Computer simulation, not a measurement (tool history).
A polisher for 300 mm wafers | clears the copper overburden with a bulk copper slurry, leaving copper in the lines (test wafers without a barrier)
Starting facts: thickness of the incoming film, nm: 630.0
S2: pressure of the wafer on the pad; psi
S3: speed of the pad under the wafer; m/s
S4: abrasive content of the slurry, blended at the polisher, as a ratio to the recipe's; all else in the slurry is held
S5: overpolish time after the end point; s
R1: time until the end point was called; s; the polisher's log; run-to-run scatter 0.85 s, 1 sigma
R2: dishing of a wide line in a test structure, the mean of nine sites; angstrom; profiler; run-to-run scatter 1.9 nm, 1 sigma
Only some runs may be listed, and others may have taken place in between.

run 1 hour=0 | flow_of_slurry_(ml/min)=300 S2=2.4 S3=1.12 S4=1 S5=14 | R1=67.765 R2=730.48
run 2 hour=6.6 | flow_of_slurry_(ml/min)=300 S2=2.4 S3=1 S4=1 S5=14 | R1=73.892 R2=661.91
run 3 hour=13.1 | flow_of_slurry_(ml/min)=300 S2=2.4 S3=0.82 S4=1 S5=14 | R1=87.276 R2=610.81
run 4 hour=17.2 | flow_of_slurry_(ml/min)=345 S2=2.4 S3=0.82 S4=1 S5=14 | R1=83.768 R2=619.21
-- hour=24.9 slurry blender recalibrated
run 5 hour=24.9 | flow_of_slurry_(ml/min)=345 S2=3 S3=0.82 S4=1 S5=14 | R1=67.357 R2=711.94
run 6 hour=25.8 | flow_of_slurry_(ml/min)=345 S2=3 S3=0.82 S4=1 S5=10 | R1=69.467 R2=568.36
run 7 hour=31.5 | flow_of_slurry_(ml/min)=345 S2=3.1 S3=0.92 S4=1 S5=12 | R1=57.941 R2=727.36
run 8 hour=39.6 | flow_of_slurry_(ml/min)=340 S2=3.2 S3=0.92 S4=1 S5=13 | R1=56.086 R2=757.36
run 9 hour=45.2 | flow_of_slurry_(ml/min)=340 S2=3.3 S3=0.94 S4=1 S5=14 | R1=55.901 R2=841.99
run 10 hour=47.8 | flow_of_slurry_(ml/min)=345 S2=3.4 S3=0.96 S4=1 S5=14 | R1=53.151 R2=878.38

What will run 11 give?
run 11 hour=54.7 | flow_of_slurry_(ml/min)=345 S2=3.5 S3=0.98 S4=1 S5=14 | R1=? R2=?

{"run 11": {"R1": 51.931, "R2": 885.32}}
